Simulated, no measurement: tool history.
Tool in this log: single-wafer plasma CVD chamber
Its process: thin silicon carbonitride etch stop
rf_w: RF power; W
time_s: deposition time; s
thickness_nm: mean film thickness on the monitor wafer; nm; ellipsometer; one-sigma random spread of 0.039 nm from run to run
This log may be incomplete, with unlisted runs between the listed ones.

run  hour  rf_w  time_s  thickness_nm
  1   0.0   210    23.3        13.605
  2   6.7   240    23.3        14.138
  3  10.6   230    22.1        13.306
  4  16.1   220    21.3        12.671
  5  23.0   200    21.3        12.332
  6  28.3   200    24.4        14.129

Expected results for the next run?
  7  35.8   190    23.1             ?

{"run 7": {"thickness_nm": 13.161}}
